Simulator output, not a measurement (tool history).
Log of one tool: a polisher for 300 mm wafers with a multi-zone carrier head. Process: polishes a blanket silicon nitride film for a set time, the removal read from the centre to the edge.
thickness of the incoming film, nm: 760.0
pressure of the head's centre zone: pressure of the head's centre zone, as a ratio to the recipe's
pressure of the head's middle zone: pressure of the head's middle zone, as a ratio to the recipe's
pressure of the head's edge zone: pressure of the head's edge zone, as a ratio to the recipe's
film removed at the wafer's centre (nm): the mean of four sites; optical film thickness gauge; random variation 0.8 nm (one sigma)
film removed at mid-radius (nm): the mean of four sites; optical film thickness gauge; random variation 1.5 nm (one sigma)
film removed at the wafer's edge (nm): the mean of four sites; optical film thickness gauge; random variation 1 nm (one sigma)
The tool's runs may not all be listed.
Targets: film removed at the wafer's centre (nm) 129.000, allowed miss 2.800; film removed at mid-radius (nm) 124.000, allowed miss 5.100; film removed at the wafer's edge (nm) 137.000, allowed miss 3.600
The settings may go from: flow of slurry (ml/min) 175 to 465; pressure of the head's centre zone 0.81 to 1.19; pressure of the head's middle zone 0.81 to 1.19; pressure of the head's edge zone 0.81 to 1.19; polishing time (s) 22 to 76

run,hour,flow of slurry (ml/min),pressure of the head's centre zone,pressure of the head's middle zone,pressure of the head's edge zone,polishing time (s),film removed at the wafer's centre (nm),film removed at mid-radius (nm),film removed at the wafer's edge (nm)
1,0.0,295,1.00,1.00,1.00,49,94.987,95.588,96.523
2,2.4,365,1.00,1.00,1.00,49,97.729,97.806,98.603
3,3.7,365,1.06,1.00,1.00,49,103.840,97.048,98.105
4,10.6,365,1.05,1.00,1.04,52,110.070,102.190,106.260
5,19.0,400,1.05,1.00,1.04,52,107.750,102.710,106.800
6,21.0,410,1.05,1.01,1.07,54,112.570,108.780,111.740
7,28.0,415,1.05,1.00,1.09,56,117.470,112.890,117.870
8,32.5,420,1.05,0.99,1.11,57,121.090,114.570,122.490
9,33.6,420,1.05,0.99,1.13,58,122.650,114.340,123.960
10,41.5,425,1.04,0.99,1.14,59,124.480,117.850,127.140
11,44.1,430,1.03,0.99,1.15,60,125.050,119.170,129.440

5 next moves are on the table. One of them brings every result within its allowed miss. Which?
A,46.7,400,1.08,0.96,1.00,60,?,?,?
B,46.7,435,1.10,1.08,1.11,59,?,?,?
C,46.7,420,1.00,0.93,1.19,61,?,?,?
D,46.7,315,1.03,1.00,1.18,64,?,?,?
E,46.7,450,1.05,1.11,1.18,55,?,?,?

move,film removed at the wafer's centre (nm),film removed at mid-radius (nm),film removed at the wafer's edge (nm)
A,130.320,118.130,120.780
B,131.530,129.090,125.450
C,123.070,117.390,134.470
D,129.540,127.720,137.710
E,117.320,123.500,120.860
A: further off than the last run
B: further off than the last run
C: brings the result that was furthest off to its target, and leaves another outside
D: meets every target
E: further off than the last run
Answer: D
